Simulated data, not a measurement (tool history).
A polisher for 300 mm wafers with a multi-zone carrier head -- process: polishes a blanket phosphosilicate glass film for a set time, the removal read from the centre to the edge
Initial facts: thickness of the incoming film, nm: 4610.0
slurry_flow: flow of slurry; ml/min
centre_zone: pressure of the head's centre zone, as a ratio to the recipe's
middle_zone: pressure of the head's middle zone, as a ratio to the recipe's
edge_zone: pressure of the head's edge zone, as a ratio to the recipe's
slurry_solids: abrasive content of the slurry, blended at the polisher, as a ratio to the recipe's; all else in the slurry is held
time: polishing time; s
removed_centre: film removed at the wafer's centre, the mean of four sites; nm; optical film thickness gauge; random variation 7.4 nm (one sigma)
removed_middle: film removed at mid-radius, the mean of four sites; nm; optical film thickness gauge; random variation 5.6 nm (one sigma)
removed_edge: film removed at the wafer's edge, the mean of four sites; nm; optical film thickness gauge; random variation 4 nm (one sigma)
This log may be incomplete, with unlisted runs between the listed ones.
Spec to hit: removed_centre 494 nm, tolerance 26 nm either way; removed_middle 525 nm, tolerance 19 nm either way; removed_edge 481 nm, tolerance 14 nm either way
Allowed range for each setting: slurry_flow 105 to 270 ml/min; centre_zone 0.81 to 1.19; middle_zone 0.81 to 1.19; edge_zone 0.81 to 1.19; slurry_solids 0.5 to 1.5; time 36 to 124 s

{"run": 1, "day": 0.0, "slurry_flow": 175, "centre_zone": 1, "middle_zone": 1, "edge_zone": 1, "slurry_solids": 1, "time": 79, "removed_centre": 570.84, "removed_middle": 566.67, "removed_edge": 538.24}
{"run": 2, "day": 0.05, "slurry_flow": 175, "centre_zone": 1.08, "middle_zone": 1, "edge_zone": 1, "slurry_solids": 1, "time": 79, "removed_centre": 612.95, "removed_middle": 559.96, "removed_edge": 547.64}
{"run": 3, "day": 0.183, "slurry_flow": 170, "centre_zone": 1.05, "middle_zone": 1, "edge_zone": 0.99, "slurry_solids": 1, "time": 79, "removed_centre": 586, "removed_middle": 559.4, "removed_edge": 528.28}
{"run": 4, "day": 0.404, "slurry_flow": 160, "centre_zone": 1.03, "middle_zone": 1, "edge_zone": 0.99, "slurry_solids": 1, "time": 79, "removed_centre": 588.25, "removed_middle": 564.25, "removed_edge": 536.66}
{"run": 5, "day": 0.629, "slurry_flow": 160, "centre_zone": 1.03, "middle_zone": 1, "edge_zone": 0.99, "slurry_solids": 1, "time": 86, "removed_centre": 623.7, "removed_middle": 617.43, "removed_edge": 587.9}
{"run": 6, "day": 1.004, "slurry_flow": 160, "centre_zone": 1.03, "middle_zone": 1, "edge_zone": 0.99, "slurry_solids": 1, "time": 68, "removed_centre": 509.03, "removed_middle": 486.16, "removed_edge": 463.06}
{"run": 7, "day": 1.317, "slurry_flow": 160, "centre_zone": 1.02, "middle_zone": 1.01, "edge_zone": 1, "slurry_solids": 1, "time": 68, "removed_centre": 493.25, "removed_middle": 485.61, "removed_edge": 460.05}
{"run": 8, "day": 1.688, "slurry_flow": 165, "centre_zone": 1.02, "middle_zone": 1.02, "edge_zone": 1.01, "slurry_solids": 1, "time": 68, "removed_centre": 491.43, "removed_middle": 488.32, "removed_edge": 462.71}

Next run, 5 choices. One meets every target within its allowed miss, the rest don't. Which?
{"run": "A", "day": 2.058, "slurry_flow": 190, "centre_zone": 0.92, "middle_zone": 0.99, "edge_zone": 1.08, "slurry_solids": 0.9, "time": 76, "removed_centre": "?", "removed_middle": "?", "removed_edge": "?"}
{"run": "B", "day": 2.058, "slurry_flow": 195, "centre_zone": 1.18, "middle_zone": 0.97, "edge_zone": 0.91, "slurry_solids": 0.8, "time": 72, "removed_centre": "?", "removed_middle": "?", "removed_edge": "?"}
{"run": "C", "day": 2.058, "slurry_flow": 125, "centre_zone": 1.01, "middle_zone": 1.07, "edge_zone": 1.01, "slurry_solids": 1.05, "time": 72, "removed_centre": "?", "removed_middle": "?", "removed_edge": "?"}
{"run": "D", "day": 2.058, "slurry_flow": 180, "centre_zone": 0.98, "middle_zone": 0.96, "edge_zone": 1.04, "slurry_solids": 1.05, "time": 69, "removed_centre": "?", "removed_middle": "?", "removed_edge": "?"}
{"run": "E", "day": 2.058, "slurry_flow": 170, "centre_zone": 1.06, "middle_zone": 1.01, "edge_zone": 1.1, "slurry_solids": 1.3, "time": 57, "removed_centre": "?", "removed_middle": "?", "removed_edge": "?"}

move=A removed_centre=489.98 removed_middle=532.31 removed_edge=520.04
move=B removed_centre=568.51 removed_middle=471.77 removed_edge=432.69
move=C removed_centre=492.66 removed_middle=525.77 removed_edge=477.09
move=D removed_centre=500.79 removed_middle=497.96 removed_edge=491.67
move=E removed_centre=481.19 removed_middle=461.59 removed_edge=449.98
A: meets the target for the result that was furthest off, but another lies outside its allowed miss
B: misses by more than the last run did
C: all results land within tolerance of their targets
D: closes in on the targets versus the last run, not all within tolerance yet
E: misses by more than the last run did
C is the move that brings every result within its allowed miss.

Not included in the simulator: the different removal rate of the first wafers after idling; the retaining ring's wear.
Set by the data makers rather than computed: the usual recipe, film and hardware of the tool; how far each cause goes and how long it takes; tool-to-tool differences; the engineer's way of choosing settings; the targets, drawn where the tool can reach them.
